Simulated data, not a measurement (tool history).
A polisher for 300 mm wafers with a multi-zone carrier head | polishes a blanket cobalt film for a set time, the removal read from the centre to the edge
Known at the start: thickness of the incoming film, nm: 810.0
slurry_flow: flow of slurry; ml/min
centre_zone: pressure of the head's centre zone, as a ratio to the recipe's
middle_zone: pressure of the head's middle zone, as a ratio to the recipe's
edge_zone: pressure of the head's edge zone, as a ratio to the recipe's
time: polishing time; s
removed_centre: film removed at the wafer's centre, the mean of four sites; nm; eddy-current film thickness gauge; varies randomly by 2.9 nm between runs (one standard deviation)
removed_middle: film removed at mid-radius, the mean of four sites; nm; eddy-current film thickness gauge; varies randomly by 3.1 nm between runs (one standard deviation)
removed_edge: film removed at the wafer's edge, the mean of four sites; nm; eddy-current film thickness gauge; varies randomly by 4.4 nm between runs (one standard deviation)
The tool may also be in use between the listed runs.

run 1 hour=0.0 | slurry_flow=150 centre_zone=1.00 middle_zone=1.00 edge_zone=1.00 time=59 | removed_centre=293.88 removed_middle=298.53 removed_edge=290.25
run 2 hour=5.0 | slurry_flow=130 centre_zone=1.00 middle_zone=1.00 edge_zone=1.00 time=59 | removed_centre=282.63 removed_middle=289.71 removed_edge=289.38
run 3 hour=13.7 | slurry_flow=130 centre_zone=1.00 middle_zone=1.07 edge_zone=1.00 time=59 | removed_centre=280.25 removed_middle=306.59 removed_edge=286.85
run 4 hour=22.2 | slurry_flow=130 centre_zone=1.00 middle_zone=1.07 edge_zone=1.00 time=47 | removed_centre=221.85 removed_middle=248.29 removed_edge=225.08
run 5 hour=25.0 | slurry_flow=135 centre_zone=1.01 middle_zone=1.08 edge_zone=1.01 time=49 | removed_centre=238.18 removed_middle=257.47 removed_edge=239.77
run 6 hour=31.3 | slurry_flow=135 centre_zone=1.01 middle_zone=1.08 edge_zone=1.01 time=43 | removed_centre=210.08 removed_middle=227.82 removed_edge=213.49
run 7 hour=37.2 | slurry_flow=140 centre_zone=1.01 middle_zone=1.09 edge_zone=1.01 time=45 | removed_centre=220.43 removed_middle=240.73 removed_edge=215.82
run 8 hour=41.6 | slurry_flow=140 centre_zone=1.01 middle_zone=1.10 edge_zone=1.01 time=48 | removed_centre=233.11 removed_middle=263.15 removed_edge=235.15
run 9 hour=42.6 | slurry_flow=150 centre_zone=1.02 middle_zone=1.11 edge_zone=1.02 time=49 | removed_centre=248.25 removed_middle=272.57 removed_edge=240.61

Forecast run 10:
run 10 hour=47.0 | slurry_flow=155 centre_zone=1.02 middle_zone=1.12 edge_zone=1.03 time=50 | removed_centre=? removed_middle=? removed_edge=?

Run 10 came out at removed_centre 255.77 nm, removed_middle 283.54 nm, removed_edge 246.92 nm.
